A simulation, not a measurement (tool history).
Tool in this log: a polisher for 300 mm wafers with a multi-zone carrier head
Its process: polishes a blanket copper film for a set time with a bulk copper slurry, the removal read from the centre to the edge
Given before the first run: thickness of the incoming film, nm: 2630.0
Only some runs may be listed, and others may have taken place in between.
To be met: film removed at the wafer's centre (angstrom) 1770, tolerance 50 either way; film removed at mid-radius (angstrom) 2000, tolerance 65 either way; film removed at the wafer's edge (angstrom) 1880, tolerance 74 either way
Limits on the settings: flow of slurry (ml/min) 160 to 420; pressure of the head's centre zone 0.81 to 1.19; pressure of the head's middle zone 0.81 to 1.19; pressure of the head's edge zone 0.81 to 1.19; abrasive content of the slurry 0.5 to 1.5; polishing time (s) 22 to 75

run	hour	flow of slurry (ml/min)	pressure of the head's centre zone	pressure of the head's middle zone	pressure of the head's edge zone	abrasive content of the slurry	polishing time (s)	film removed at the wafer's centre (angstrom)	film removed at mid-radius (angstrom)	film removed at the wafer's edge (angstrom)
1	0	270	1	1	1	1	48	3527.1	3508.2	3431.1
2	3.4	265	0.98	1	0.98	0.95	46	3240	3260.9	3284.7
3	7.1	265	0.98	1.03	0.98	0.95	46	3255.8	3396.7	3214.3
4	12.3	265	0.97	1.03	0.97	0.9	43	2900	3094.5	2965.5
5	15	265	0.97	1.03	0.96	0.85	41	2782.9	2884.8	2750.5
6	17	265	0.96	1.03	0.95	0.8	40	2555.4	2781	2640.3
7	24.5	270	0.96	1.03	0.94	0.75	39	2502.1	2654.1	2445.1
8	27.4	270	0.94	1.02	0.93	0.7	39	2343.9	2540.9	2405.3
9	35.5	275	0.93	1.02	0.92	0.65	38	2205.2	2432.6	2229
10	43	275	0.92	1.01	0.91	0.65	38	2181	2427	2267.8
11	51	280	0.92	1	0.9	0.65	37	2107.9	2347.9	2201.6
12	59.2	280	0.92	1	0.89	0.65	37	2142.9	2336.3	2158.2
13	67.1	280	0.91	0.99	0.88	0.65	37	2124.1	2349.2	2204.8
14	75.1	290	0.89	0.98	0.87	0.55	35	1823.9	2053.5	1889.4

Below are 4 possible settings for the next run. Only one of them brings all results inside the allowed miss of their targets. Which is it?
A	83.1	320	0.87	0.96	0.85	0.7	33	?	?	?
B	83.1	215	0.93	0.92	0.86	0.6	35	?	?	?
C	83.1	360	0.88	0.98	0.9	0.65	31	?	?	?
D	83.1	305	0.89	0.97	0.87	0.55	37	?	?	?

move	film removed at the wafer's centre (angstrom)	film removed at mid-radius (angstrom)	film removed at the wafer's edge (angstrom)
A	1887.4	2108.9	1980.6
B	1923.5	1947.5	1925.8
C	1761.5	1977.2	1868.5
D	1948.7	2147.1	2022.1
A: lands further from the targets than the last run did
B: lands further from the targets than the last run did
C: all results land within tolerance of their targets
D: lands further from the targets than the last run did
So the answer is move C, the one that meets all the targets.
